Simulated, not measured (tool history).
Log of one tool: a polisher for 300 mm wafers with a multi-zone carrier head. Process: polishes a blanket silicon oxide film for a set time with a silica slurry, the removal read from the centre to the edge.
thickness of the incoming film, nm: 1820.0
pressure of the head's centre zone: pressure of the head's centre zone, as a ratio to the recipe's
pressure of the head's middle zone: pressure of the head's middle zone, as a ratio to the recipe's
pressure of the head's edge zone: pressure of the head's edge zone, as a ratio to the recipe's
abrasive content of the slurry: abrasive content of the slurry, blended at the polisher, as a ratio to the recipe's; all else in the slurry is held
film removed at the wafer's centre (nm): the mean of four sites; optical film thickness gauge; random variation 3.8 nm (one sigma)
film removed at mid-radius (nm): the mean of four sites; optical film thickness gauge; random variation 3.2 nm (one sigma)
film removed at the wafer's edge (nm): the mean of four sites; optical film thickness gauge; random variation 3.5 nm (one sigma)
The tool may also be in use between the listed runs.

| run | hour | flow of slurry (ml/min) | pressure of the head's centre zone | pressure of the head's middle zone | pressure of the head's edge zone | abrasive content of the slurry | polishing time (s) | film removed at the wafer's centre (nm) | film removed at mid-radius (nm) | film removed at the wafer's edge (nm) |
|---|---|---|---|---|---|---|---|---|---|---|
| 1 | 0.0 | 280 | 1.00 | 1.00 | 1.00 | 1.00 | 63 | 172.07 | 178.16 | 169.21 |
| 2 | 2.4 | 340 | 1.00 | 1.00 | 1.00 | 1.00 | 63 | 177.05 | 176.60 | 173.30 |
| 3 | 7.8 | 340 | 1.00 | 1.00 | 0.96 | 1.00 | 63 | 176.64 | 177.89 | 167.97 |
| 4 | 15.3 | 340 | 1.02 | 1.02 | 0.97 | 1.10 | 64 | 195.77 | 191.92 | 181.74 |
| 5 | 18.3 | 340 | 1.02 | 1.02 | 0.97 | 0.95 | 64 | 175.39 | 178.19 | 166.37 |
| 6 | 26.0 | 335 | 1.03 | 1.04 | 0.97 | 1.05 | 65 | 193.08 | 193.43 | 175.63 |
| 7 | 29.2 | 335 | 1.03 | 1.05 | 0.98 | 1.15 | 66 | 204.02 | 205.45 | 188.51 |
| 8 | 35.3 | 350 | 1.13 | 1.15 | 1.01 | 1.40 | 70 | 261.15 | 254.57 | 229.09 |
| 9 | 36.6 | 350 | 1.14 | 1.16 | 1.01 | 1.40 | 70 | 265.34 | 255.73 | 230.27 |
| 10 | 44.0 | 350 | 1.14 | 1.17 | 1.01 | 1.40 | 70 | 262.46 | 261.72 | 228.13 |
| 11 | 50.2 | 350 | 1.15 | 1.17 | 1.01 | 1.40 | 70 | 258.80 | 261.07 | 225.27 |

The next listed run, before its measurement:
| 12 | 57.4 | 355 | 1.15 | 1.17 | 1.01 | 1.40 | 70 | ? | ? | ? |

{"run 12": {"film removed at the wafer's centre (nm)": 263.67, "film removed at mid-radius (nm)": 257.06, "film removed at the wafer's edge (nm)": 225.46}}
